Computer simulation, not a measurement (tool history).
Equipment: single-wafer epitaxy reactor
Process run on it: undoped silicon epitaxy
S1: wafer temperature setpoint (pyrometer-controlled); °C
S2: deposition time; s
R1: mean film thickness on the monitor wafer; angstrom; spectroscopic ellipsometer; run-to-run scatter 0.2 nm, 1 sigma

Run 1, hour 0.0: S1 660 °C, S2 367 s. Result: R1 707.85 angstrom.
Run 2, hour 4.1: S1 660 °C, S2 400 s. Result: R1 774.83 angstrom.
Run 3, hour 9.2: S1 651 °C, S2 400 s. Result: R1 620.45 angstrom.
Run 4, hour 13.0: S1 645 °C, S2 400 s. Result: R1 529.81 angstrom.
Run 5, hour 14.3: S1 649 °C, S2 401 s. Result: R1 591.52 angstrom.
Run 6, hour 15.2: S1 652 °C, S2 401 s. Result: R1 636.62 angstrom.
Run 7, hour 21.4: S1 654 °C, S2 401 s. Result: R1 668.38 angstrom.

Run 8 is up next; what results do you expect?
Run 8, hour 25.5: S1 655 °C, S2 401 s. Result: R1 ?.

R1: 687.56 angstrom
